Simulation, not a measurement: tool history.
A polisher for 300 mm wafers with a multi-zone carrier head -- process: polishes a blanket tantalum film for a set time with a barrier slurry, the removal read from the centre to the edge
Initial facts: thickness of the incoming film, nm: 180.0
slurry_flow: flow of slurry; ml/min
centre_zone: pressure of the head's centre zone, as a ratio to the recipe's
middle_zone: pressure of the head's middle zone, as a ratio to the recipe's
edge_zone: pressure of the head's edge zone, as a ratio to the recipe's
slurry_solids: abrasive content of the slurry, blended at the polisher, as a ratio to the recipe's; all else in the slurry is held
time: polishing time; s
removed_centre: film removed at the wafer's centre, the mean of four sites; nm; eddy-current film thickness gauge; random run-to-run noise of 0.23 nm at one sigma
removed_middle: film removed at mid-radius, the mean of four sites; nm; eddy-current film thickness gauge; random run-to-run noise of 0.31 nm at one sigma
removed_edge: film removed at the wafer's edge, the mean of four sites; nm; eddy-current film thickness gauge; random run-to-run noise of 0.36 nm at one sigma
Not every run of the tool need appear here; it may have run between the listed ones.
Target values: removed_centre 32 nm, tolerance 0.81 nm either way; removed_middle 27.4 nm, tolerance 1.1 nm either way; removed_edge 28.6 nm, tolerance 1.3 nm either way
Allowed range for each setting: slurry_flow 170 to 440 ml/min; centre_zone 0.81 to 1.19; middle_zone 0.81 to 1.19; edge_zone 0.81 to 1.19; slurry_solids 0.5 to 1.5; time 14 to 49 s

run 1 day=0 | slurry_flow=280 centre_zone=1 middle_zone=1 edge_zone=1 slurry_solids=1 time=31 | removed_centre=33.315 removed_middle=33.611 removed_edge=33.755
run 2 day=0.358 | slurry_flow=280 centre_zone=0.92 middle_zone=1 edge_zone=1 slurry_solids=1 time=31 | removed_centre=30.974 removed_middle=33.814 removed_edge=32.653
run 3 day=0.588 | slurry_flow=280 centre_zone=0.92 middle_zone=1 edge_zone=1.05 slurry_solids=1 time=31 | removed_centre=30.764 removed_middle=33.893 removed_edge=33.561
run 4 day=0.675 | slurry_flow=215 centre_zone=0.92 middle_zone=1 edge_zone=1.05 slurry_solids=1 time=31 | removed_centre=29.564 removed_middle=33.01 removed_edge=33.166
run 5 day=0.942 | slurry_flow=235 centre_zone=0.94 middle_zone=0.97 edge_zone=1 slurry_solids=0.95 time=31 | removed_centre=30.473 removed_middle=32.308 removed_edge=31.618
run 6 day=1.154 | slurry_flow=235 centre_zone=0.94 middle_zone=0.97 edge_zone=1 slurry_solids=0.95 time=28 | removed_centre=27.415 removed_middle=29.106 removed_edge=29.244
run 7 day=1.388 | slurry_flow=260 centre_zone=0.96 middle_zone=0.95 edge_zone=0.98 slurry_solids=0.95 time=28 | removed_centre=28.057 removed_middle=28.629 removed_edge=28.924
run 8 day=1.625 | slurry_flow=275 centre_zone=0.98 middle_zone=0.94 edge_zone=0.96 slurry_solids=0.95 time=28 | removed_centre=28.649 removed_middle=28.465 removed_edge=28.281
run 9 day=1.775 | slurry_flow=285 centre_zone=1 middle_zone=0.93 edge_zone=0.96 slurry_solids=0.95 time=28 | removed_centre=29.373 removed_middle=28.109 removed_edge=28.799
run 10 day=2.004 | slurry_flow=285 centre_zone=1 middle_zone=0.93 edge_zone=0.96 slurry_solids=0.95 time=28 | removed_centre=28.981 removed_middle=28.71 removed_edge=29.357
run 11 day=2.321 | slurry_flow=290 centre_zone=1.03 middle_zone=0.92 edge_zone=0.94 slurry_solids=0.95 time=28 | removed_centre=29.914 removed_middle=28.294 removed_edge=27.945
run 12 day=2.683 | slurry_flow=300 centre_zone=1.05 middle_zone=0.91 edge_zone=0.95 slurry_solids=0.95 time=28 | removed_centre=30.925 removed_middle=28.638 removed_edge=29.257
run 13 day=2.954 | slurry_flow=300 centre_zone=1.05 middle_zone=0.91 edge_zone=0.95 slurry_solids=0.95 time=28 | removed_centre=30.658 removed_middle=28.118 removed_edge=28.713
run 14 day=3.238 | slurry_flow=305 centre_zone=1.06 middle_zone=0.9 edge_zone=0.95 slurry_solids=0.95 time=28 | removed_centre=31.099 removed_middle=27.728 removed_edge=28.294
run 15 day=3.55 | slurry_flow=310 centre_zone=1.06 middle_zone=0.9 edge_zone=0.96 slurry_solids=0.95 time=28 | removed_centre=31.01 removed_middle=28.19 removed_edge=28.905

Which one of the following 4 next-run settings gets every result inside its allowed miss? There is exactly one.
run A day=3.862 | slurry_flow=340 centre_zone=1.1 middle_zone=1 edge_zone=0.81 slurry_solids=0.85 time=29 | removed_centre=? removed_middle=? removed_edge=?
run B day=3.862 | slurry_flow=210 centre_zone=1.1 middle_zone=0.88 edge_zone=0.91 slurry_solids=0.95 time=29 | removed_centre=? removed_middle=? removed_edge=?
run C day=3.862 | slurry_flow=300 centre_zone=1.01 middle_zone=0.85 edge_zone=1.03 slurry_solids=0.85 time=30 | removed_centre=? removed_middle=? removed_edge=?
run D day=3.862 | slurry_flow=270 centre_zone=1.1 middle_zone=0.97 edge_zone=0.91 slurry_solids=0.9 time=29 | removed_centre=? removed_middle=? removed_edge=?

move=A removed_centre=32.045 removed_middle=30.546 removed_edge=27.112
move=B removed_centre=31.847 removed_middle=27.427 removed_edge=28.673
move=C removed_centre=30.457 removed_middle=27.324 removed_edge=30.678
move=D removed_centre=32.088 removed_middle=29.874 removed_edge=28.589
A: puts the biggest miss on target and leaves a different result outside tolerance
B: each result inside its tolerance
C: the biggest miss grows against the last run
D: puts the biggest miss on target and leaves a different result outside tolerance
B meets every target.

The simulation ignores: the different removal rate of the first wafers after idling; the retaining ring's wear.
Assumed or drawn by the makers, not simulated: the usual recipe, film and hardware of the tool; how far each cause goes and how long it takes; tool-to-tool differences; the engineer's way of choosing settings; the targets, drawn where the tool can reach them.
